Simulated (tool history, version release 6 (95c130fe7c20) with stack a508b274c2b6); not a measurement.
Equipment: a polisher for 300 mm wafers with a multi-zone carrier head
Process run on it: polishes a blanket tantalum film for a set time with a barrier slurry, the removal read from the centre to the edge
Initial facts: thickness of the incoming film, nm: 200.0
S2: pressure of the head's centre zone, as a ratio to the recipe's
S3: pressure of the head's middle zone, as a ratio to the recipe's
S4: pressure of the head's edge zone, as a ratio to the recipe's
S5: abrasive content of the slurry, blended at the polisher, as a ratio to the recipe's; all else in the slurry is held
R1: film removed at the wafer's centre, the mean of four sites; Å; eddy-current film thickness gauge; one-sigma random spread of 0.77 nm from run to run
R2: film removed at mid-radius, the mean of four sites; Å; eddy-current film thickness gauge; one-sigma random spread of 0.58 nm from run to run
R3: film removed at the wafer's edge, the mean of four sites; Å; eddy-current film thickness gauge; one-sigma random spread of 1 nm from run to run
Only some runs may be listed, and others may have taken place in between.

Run 1, hour 0: flow of slurry (ml/min) 280, S2 1, S3 1, S4 1, S5 1, polishing time (s) 36. Result: R1 765.31 Å, R2 749.32 Å, R3 773.53 Å.
Run 2, hour 7.7: flow of slurry (ml/min) 275, S2 0.99, S3 0.99, S4 1, S5 1, polishing time (s) 36. Result: R1 777.62 Å, R2 733.7 Å, R3 766.36 Å.
Run 3, hour 12.7: flow of slurry (ml/min) 275, S2 0.99, S3 0.99, S4 0.93, S5 1, polishing time (s) 36. Result: R1 773.94 Å, R2 736.66 Å, R3 756.76 Å.
Run 4, hour 20.9: flow of slurry (ml/min) 275, S2 0.91, S3 0.99, S4 0.93, S5 1, polishing time (s) 36. Result: R1 693.33 Å, R2 735.69 Å, R3 742.6 Å.
Run 5, hour 24.5: flow of slurry (ml/min) 275, S2 0.91, S3 0.99, S4 0.89, S5 1, polishing time (s) 36. Result: R1 697.03 Å, R2 744.35 Å, R3 735.57 Å.
Run 6, hour 31.2: flow of slurry (ml/min) 270, S2 0.91, S3 0.98, S4 0.9, S5 1, polishing time (s) 36. Result: R1 704.57 Å, R2 732.77 Å, R3 730.4 Å.
Run 7, hour 37.4: flow of slurry (ml/min) 270, S2 0.9, S3 0.97, S4 0.91, S5 1, polishing time (s) 36. Result: R1 702.39 Å, R2 721.63 Å, R3 732.72 Å.
Run 8, hour 38.2: flow of slurry (ml/min) 270, S2 0.89, S3 0.97, S4 0.92, S5 1, polishing time (s) 36. Result: R1 683.1 Å, R2 720.82 Å, R3 736.28 Å.
Run 9, hour 46.4: flow of slurry (ml/min) 265, S2 0.89, S3 0.96, S4 0.93, S5 1, polishing time (s) 36. Result: R1 676.61 Å, R2 727.05 Å, R3 739.48 Å.

Run 10 comes next. What will it give?
Run 10, hour 52.2: flow of slurry (ml/min) 265, S2 0.89, S3 0.95, S4 0.93, S5 1, polishing time (s) 36. Result: R1 ?, R2 ?, R3 ?.

{"run 10": {"R1": 688, "R2": 714.5, "R3": 738.23}}
